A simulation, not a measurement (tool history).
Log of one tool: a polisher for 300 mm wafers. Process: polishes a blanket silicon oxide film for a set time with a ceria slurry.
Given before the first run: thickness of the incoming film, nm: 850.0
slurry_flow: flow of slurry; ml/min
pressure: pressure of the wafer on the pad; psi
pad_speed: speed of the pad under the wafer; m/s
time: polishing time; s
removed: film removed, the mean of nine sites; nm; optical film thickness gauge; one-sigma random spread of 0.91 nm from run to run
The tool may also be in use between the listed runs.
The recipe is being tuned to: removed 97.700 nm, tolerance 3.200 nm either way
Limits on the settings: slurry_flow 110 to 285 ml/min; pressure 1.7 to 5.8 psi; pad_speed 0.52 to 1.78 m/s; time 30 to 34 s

{"run": 1, "hour": 0.0, "slurry_flow": 180, "pressure": 3.7, "pad_speed": 1.14, "time": 34, "removed": 206.64}
{"run": 2, "hour": 1.1, "slurry_flow": 175, "pressure": 3.2, "pad_speed": 1.08, "time": 34, "removed": 165.5}
{"run": 3, "hour": 6.6, "slurry_flow": 175, "pressure": 3.2, "pad_speed": 1.28, "time": 34, "removed": 193.95}
{"run": 4, "hour": 15.2, "slurry_flow": 175, "pressure": 3.2, "pad_speed": 1.04, "time": 34, "removed": 162.46}
{"run": 5, "hour": 19.6, "slurry_flow": 170, "pressure": 2.8, "pad_speed": 1.02, "time": 34, "removed": 138.27}
{"run": 6, "hour": 24.0, "slurry_flow": 190, "pressure": 2.8, "pad_speed": 1.02, "time": 34, "removed": 141.23}
{"run": 7, "hour": 30.5, "slurry_flow": 185, "pressure": 2.5, "pad_speed": 1.02, "time": 34, "removed": 125.17}
{"run": 8, "hour": 31.9, "slurry_flow": 185, "pressure": 2.3, "pad_speed": 1.02, "time": 34, "removed": 115.92}
{"run": 9, "hour": 39.4, "slurry_flow": 185, "pressure": 2.2, "pad_speed": 1.02, "time": 34, "removed": 111.33}
{"run": 10, "hour": 41.6, "slurry_flow": 185, "pressure": 2.1, "pad_speed": 1.02, "time": 34, "removed": 103.88}
{"run": 11, "hour": 50.0, "slurry_flow": 180, "pressure": 2.1, "pad_speed": 1.02, "time": 34, "removed": 106.13}
{"run": 12, "hour": 55.4, "slurry_flow": 175, "pressure": 2.1, "pad_speed": 1.02, "time": 34, "removed": 102.72}
{"run": 13, "hour": 61.1, "slurry_flow": 170, "pressure": 2.1, "pad_speed": 1.02, "time": 34, "removed": 103.63}
{"run": 14, "hour": 62.9, "slurry_flow": 165, "pressure": 2.1, "pad_speed": 1.02, "time": 34, "removed": 103.01}
{"run": 15, "hour": 71.3, "slurry_flow": 165, "pressure": 2.1, "pad_speed": 1.02, "time": 34, "removed": 104.11}
{"run": 16, "hour": 77.9, "slurry_flow": 160, "pressure": 2.1, "pad_speed": 1.02, "time": 34, "removed": 104.25}
{"hour": 78.4, "done": "slurry nozzle cleaned"}
{"run": 17, "hour": 78.4, "slurry_flow": 155, "pressure": 2.0, "pad_speed": 1.02, "time": 34, "removed": 103.9}
{"run": 18, "hour": 84.1, "slurry_flow": 155, "pressure": 1.7, "pad_speed": 1.02, "time": 34, "removed": 88.37}

Which single option among these 5 for the next run brings every result within its allowed miss of target? Just one does.
{"run": "A", "hour": 89.8, "slurry_flow": 125, "pressure": 1.8, "pad_speed": 1.14, "time": 31, "removed": "?"}
{"run": "B", "hour": 89.8, "slurry_flow": 175, "pressure": 1.8, "pad_speed": 0.92, "time": 30, "removed": "?"}
{"run": "C", "hour": 89.8, "slurry_flow": 130, "pressure": 2.5, "pad_speed": 0.9, "time": 30, "removed": "?"}
{"run": "D", "hour": 89.8, "slurry_flow": 130, "pressure": 1.7, "pad_speed": 1.06, "time": 32, "removed": "?"}
{"run": "E", "hour": 89.8, "slurry_flow": 110, "pressure": 2.3, "pad_speed": 1.08, "time": 30, "removed": "?"}

move=A removed=92.819
move=B removed=77.092
move=C removed=98.314
move=D removed=85.230
move=E removed=104.880
A: moves toward the targets from the last run without getting all of them in spec
B: further off than the last run
C: each result inside its tolerance
D: further off than the last run
E: the result that was furthest off in the last run now lies on the other side of its target
C is the move that brings every result within its allowed miss.

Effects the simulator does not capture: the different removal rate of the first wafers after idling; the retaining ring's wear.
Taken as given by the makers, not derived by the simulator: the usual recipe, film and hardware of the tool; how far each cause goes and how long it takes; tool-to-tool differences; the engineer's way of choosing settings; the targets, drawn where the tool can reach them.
